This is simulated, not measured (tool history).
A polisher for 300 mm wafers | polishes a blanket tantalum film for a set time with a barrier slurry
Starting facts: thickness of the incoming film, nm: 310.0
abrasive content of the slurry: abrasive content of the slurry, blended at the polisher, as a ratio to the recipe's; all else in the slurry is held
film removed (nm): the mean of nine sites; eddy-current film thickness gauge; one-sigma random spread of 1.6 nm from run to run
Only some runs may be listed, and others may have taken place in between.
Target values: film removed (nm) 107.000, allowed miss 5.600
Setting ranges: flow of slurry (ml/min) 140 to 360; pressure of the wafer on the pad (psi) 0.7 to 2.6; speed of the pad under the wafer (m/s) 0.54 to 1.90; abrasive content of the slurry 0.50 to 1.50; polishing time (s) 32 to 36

run	day	flow of slurry (ml/min)	pressure of the wafer on the pad (psi)	speed of the pad under the wafer (m/s)	abrasive content of the slurry	polishing time (s)	film removed (nm)
1	0.000	230	1.6	1.22	1.00	36	61.025
2	0.321	230	1.8	1.22	1.00	36	67.694
3	0.579	230	1.8	0.96	1.00	36	53.337
4	0.821	230	2.0	1.02	1.00	36	63.495
5	1.167	230	2.0	1.02	1.00	36	64.798
6	1.362	230	2.0	1.20	1.00	36	73.739
7	1.725	230	2.1	1.22	1.00	36	78.422
8	1.775	230	2.2	1.24	1.00	36	83.264

Consider the 4 candidate settings below. Which is the only one whose results all fall within their allowed miss of target?
A	1.825	235	1.9	1.04	1.10	32	?
B	1.825	225	2.4	1.50	0.85	36	?
C	1.825	215	2.1	1.06	0.95	32	?
D	1.825	200	2.1	1.04	0.90	32	?

move	film removed (nm)
A	56.138
B	105.960
C	60.343
D	57.990
A: further off than the last run
B: every result within its allowed miss
C: further off than the last run
D: further off than the last run
Correct choice: B, which meets every target
